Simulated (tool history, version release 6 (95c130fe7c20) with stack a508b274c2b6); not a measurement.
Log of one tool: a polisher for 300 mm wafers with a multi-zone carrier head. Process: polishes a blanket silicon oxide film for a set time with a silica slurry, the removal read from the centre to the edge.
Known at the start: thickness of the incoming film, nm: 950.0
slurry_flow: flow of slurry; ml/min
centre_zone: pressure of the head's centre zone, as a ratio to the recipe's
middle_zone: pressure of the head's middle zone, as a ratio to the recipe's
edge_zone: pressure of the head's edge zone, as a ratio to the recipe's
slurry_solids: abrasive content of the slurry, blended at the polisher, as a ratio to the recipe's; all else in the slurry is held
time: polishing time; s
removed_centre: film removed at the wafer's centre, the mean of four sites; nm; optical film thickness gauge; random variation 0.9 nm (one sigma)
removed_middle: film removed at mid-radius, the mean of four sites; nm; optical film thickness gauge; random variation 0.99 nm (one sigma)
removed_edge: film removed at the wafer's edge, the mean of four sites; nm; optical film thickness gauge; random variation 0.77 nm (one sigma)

{"run": 1, "hour": 0.0, "slurry_flow": 255, "centre_zone": 1.0, "middle_zone": 1.0, "edge_zone": 1.0, "slurry_solids": 1.0, "time": 32, "removed_centre": 119.4, "removed_middle": 126.58, "removed_edge": 124.18}
{"run": 2, "hour": 2.4, "slurry_flow": 255, "centre_zone": 1.0, "middle_zone": 0.93, "edge_zone": 1.0, "slurry_solids": 1.0, "time": 32, "removed_centre": 124.67, "removed_middle": 115.68, "removed_edge": 121.99}
{"run": 3, "hour": 4.8, "slurry_flow": 280, "centre_zone": 1.0, "middle_zone": 0.93, "edge_zone": 1.0, "slurry_solids": 1.0, "time": 32, "removed_centre": 127.12, "removed_middle": 116.6, "removed_edge": 124.18}
{"run": 4, "hour": 13.0, "slurry_flow": 260, "centre_zone": 0.95, "middle_zone": 0.93, "edge_zone": 0.97, "slurry_solids": 0.85, "time": 30, "removed_centre": 97.458, "removed_middle": 100.25, "removed_edge": 104.42}
{"run": 5, "hour": 15.5, "slurry_flow": 200, "centre_zone": 0.95, "middle_zone": 0.93, "edge_zone": 0.97, "slurry_solids": 0.85, "time": 30, "removed_centre": 93.022, "removed_middle": 95.016, "removed_edge": 101.14}
{"run": 6, "hour": 17.6, "slurry_flow": 200, "centre_zone": 0.95, "middle_zone": 0.93, "edge_zone": 0.97, "slurry_solids": 0.85, "time": 35, "removed_centre": 110.68, "removed_middle": 112.26, "removed_edge": 116.84}
{"run": 7, "hour": 22.8, "slurry_flow": 195, "centre_zone": 0.94, "middle_zone": 0.93, "edge_zone": 0.93, "slurry_solids": 0.75, "time": 33, "removed_centre": 91.925, "removed_middle": 92.665, "removed_edge": 98.562}
{"run": 8, "hour": 28.0, "slurry_flow": 195, "centre_zone": 0.93, "middle_zone": 0.96, "edge_zone": 0.9, "slurry_solids": 0.65, "time": 33, "removed_centre": 81.676, "removed_middle": 85.43, "removed_edge": 86.328}
{"run": 9, "hour": 31.1, "slurry_flow": 190, "centre_zone": 0.91, "middle_zone": 0.96, "edge_zone": 0.88, "slurry_solids": 0.65, "time": 33, "removed_centre": 81.388, "removed_middle": 85.311, "removed_edge": 87.103}

Forecast run 10:
{"run": 10, "hour": 33.4, "slurry_flow": 185, "centre_zone": 0.89, "middle_zone": 0.97, "edge_zone": 0.86, "slurry_solids": 0.6, "time": 33, "removed_centre": "?", "removed_middle": "?", "removed_edge": "?"}

{"run 10": {"removed_centre": 73.349, "removed_middle": 79.807, "removed_edge": 78.356}}
